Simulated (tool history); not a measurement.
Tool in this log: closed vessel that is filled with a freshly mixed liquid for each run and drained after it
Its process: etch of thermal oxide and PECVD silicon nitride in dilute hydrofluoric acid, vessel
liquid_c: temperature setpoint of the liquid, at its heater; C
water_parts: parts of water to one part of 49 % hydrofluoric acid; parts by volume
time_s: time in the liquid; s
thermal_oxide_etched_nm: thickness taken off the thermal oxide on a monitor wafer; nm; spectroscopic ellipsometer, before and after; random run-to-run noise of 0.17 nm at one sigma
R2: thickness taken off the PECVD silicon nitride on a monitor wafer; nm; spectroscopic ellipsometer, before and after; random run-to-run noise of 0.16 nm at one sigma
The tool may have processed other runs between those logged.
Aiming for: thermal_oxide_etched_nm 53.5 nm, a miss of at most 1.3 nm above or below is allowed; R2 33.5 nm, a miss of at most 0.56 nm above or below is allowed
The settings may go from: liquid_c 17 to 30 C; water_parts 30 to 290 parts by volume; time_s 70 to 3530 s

Run 1, hour 0: liquid_c 22 C, water_parts 160 parts by volume, time_s 1800 s. Result: thermal_oxide_etched_nm 48.493 nm, R2 26.175 nm.
Run 2, hour 7.8: liquid_c 25 C, water_parts 160 parts by volume, time_s 1800 s. Result: thermal_oxide_etched_nm 54.525 nm, R2 31.728 nm.
Run 3, hour 10.8: liquid_c 25 C, water_parts 135 parts by volume, time_s 1800 s. Result: thermal_oxide_etched_nm 66.238 nm, R2 37.102 nm.
Run 4, hour 13.7: liquid_c 25 C, water_parts 140 parts by volume, time_s 1825 s. Result: thermal_oxide_etched_nm 64.236 nm, R2 36.69 nm.
Run 5, hour 18.4: liquid_c 25 C, water_parts 140 parts by volume, time_s 2245 s. Result: thermal_oxide_etched_nm 78.688 nm, R2 45.132 nm.
Run 6, hour 20.1: liquid_c 25 C, water_parts 150 parts by volume, time_s 2285 s. Result: thermal_oxide_etched_nm 74.091 nm, R2 42.882 nm.
Run 7, hour 26.3: liquid_c 25 C, water_parts 155 parts by volume, time_s 2315 s. Result: thermal_oxide_etched_nm 72.015 nm, R2 42.236 nm.
Run 8, hour 30.1: liquid_c 25 C, water_parts 160 parts by volume, time_s 2345 s. Result: thermal_oxide_etched_nm 70.298 nm, R2 41.181 nm.
Run 9, hour 32.4: liquid_c 25 C, water_parts 165 parts by volume, time_s 2370 s. Result: thermal_oxide_etched_nm 68.982 nm, R2 40.541 nm.
Run 10, hour 40.9: liquid_c 25 C, water_parts 170 parts by volume, time_s 2390 s. Result: thermal_oxide_etched_nm 67.148 nm, R2 39.852 nm.
Run 11, hour 44.9: liquid_c 25 C, water_parts 170 parts by volume, time_s 2390 s. Result: thermal_oxide_etched_nm 67.175 nm, R2 39.623 nm.
Run 12, hour 48.1: liquid_c 25 C, water_parts 220 parts by volume, time_s 2545 s. Result: thermal_oxide_etched_nm 51.848 nm, R2 32.583 nm.
Run 13, hour 52.4: liquid_c 25 C, water_parts 220 parts by volume, time_s 2540 s. Result: thermal_oxide_etched_nm 51.949 nm, R2 32.365 nm.
Run 14, hour 59.6: liquid_c 25 C, water_parts 220 parts by volume, time_s 2535 s. Result: thermal_oxide_etched_nm 51.96 nm, R2 32.503 nm.

Below are 5 possible settings for the next run. Only one of them brings all results inside the allowed miss of their targets. Which is it?
Run A, hour 66.8: liquid_c 24 C, water_parts 210 parts by volume, time_s 2505 s. Result: thermal_oxide_etched_nm ?, R2 ?.
Run B, hour 66.8: liquid_c 24.5 C, water_parts 235 parts by volume, time_s 2895 s. Result: thermal_oxide_etched_nm ?, R2 ?.
Run C, hour 66.8: liquid_c 27.5 C, water_parts 190 parts by volume, time_s 1860 s. Result: thermal_oxide_etched_nm ?, R2 ?.
Run D, hour 66.8: liquid_c 25 C, water_parts 235 parts by volume, time_s 2665 s. Result: thermal_oxide_etched_nm ?, R2 ?.
Run E, hour 66.8: liquid_c 26 C, water_parts 170 parts by volume, time_s 1800 s. Result: thermal_oxide_etched_nm ?, R2 ?.

move  thermal_oxide_etched_nm      R2
   A                   52.256  31.382
   B                   53.525  33.471
   C                   49.789  32.019
   D                   50.163  31.782
   E                   52.202  31.557
A: further off than the last run
B: every result within its allowed miss
C: further off than the last run
D: further off than the last run
E: further off than the last run
So the answer is move B, the one that meets all the targets.
